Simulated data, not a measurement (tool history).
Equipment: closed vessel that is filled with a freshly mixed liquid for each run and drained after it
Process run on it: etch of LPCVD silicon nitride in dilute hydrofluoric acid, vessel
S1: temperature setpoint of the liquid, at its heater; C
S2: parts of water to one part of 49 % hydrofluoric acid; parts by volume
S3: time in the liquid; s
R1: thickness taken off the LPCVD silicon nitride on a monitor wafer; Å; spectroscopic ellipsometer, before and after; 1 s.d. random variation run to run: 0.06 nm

| run | hour | S1 | S2 | S3 | R1 |
|---|---|---|---|---|---|
| 1 | 0 | 21 | 70 | 1695 | 123.8 |
| 2 | 3.5 | 21 | 70 | 1695 | 123.83 |
| 3 | 8.1 | 20 | 75 | 1695 | 106.49 |
| 4 | 17.3 | 19.5 | 80 | 1695 | 97.772 |
| 5 | 23.8 | 19 | 85 | 1695 | 89.239 |
| 6 | 30.6 | 19 | 75 | 1695 | 100.34 |
|  | 33.7 | hydrofluoric acid flow meter replaced |
| 7 | 33.7 | 18.5 | 80 | 1695 | 85.967 |

Run 8 has not been measured yet. What should we expect?
| 8 | 41.7 | 18 | 80 | 1695 | ? |

{"run 8": {"R1": 83.103}}
